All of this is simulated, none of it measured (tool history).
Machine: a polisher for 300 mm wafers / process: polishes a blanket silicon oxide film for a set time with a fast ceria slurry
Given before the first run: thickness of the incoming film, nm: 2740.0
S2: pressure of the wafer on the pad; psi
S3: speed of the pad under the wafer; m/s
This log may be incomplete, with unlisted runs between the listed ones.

Run 1, hour 0.0: flow of slurry (ml/min) 205, S2 3.2 psi, S3 1.08 m/s, polishing time (s) 70. Result: film removed (nm) 1200.0.
Run 2, hour 6.9: flow of slurry (ml/min) 205, S2 3.5 psi, S3 1.08 m/s, polishing time (s) 70. Result: film removed (nm) 1290.3.
Run 3, hour 7.6: flow of slurry (ml/min) 205, S2 3.5 psi, S3 1.08 m/s, polishing time (s) 70. Result: film removed (nm) 1313.9.
Run 4, hour 11.0: flow of slurry (ml/min) 225, S2 3.5 psi, S3 1.08 m/s, polishing time (s) 70. Result: film removed (nm) 1333.3.
Run 5, hour 12.2: flow of slurry (ml/min) 225, S2 3.5 psi, S3 1.08 m/s, polishing time (s) 74. Result: film removed (nm) 1394.8.
Run 6, hour 16.8: flow of slurry (ml/min) 225, S2 2.9 psi, S3 1.08 m/s, polishing time (s) 74. Result: film removed (nm) 1223.9.
Run 7, hour 20.8: flow of slurry (ml/min) 230, S2 3.3 psi, S3 1.08 m/s, polishing time (s) 74. Result: film removed (nm) 1329.7.
Run 8, hour 26.6: flow of slurry (ml/min) 230, S2 3.3 psi, S3 1.08 m/s, polishing time (s) 74. Result: film removed (nm) 1332.9.

Run 9, settings as shown, results not yet in. Your forecast:
Run 9, hour 35.0: flow of slurry (ml/min) 240, S2 4.2 psi, S3 1.10 m/s, polishing time (s) 74. Result: film removed (nm) ?.

For run 9 the tool returned film removed (nm) 1633.7.
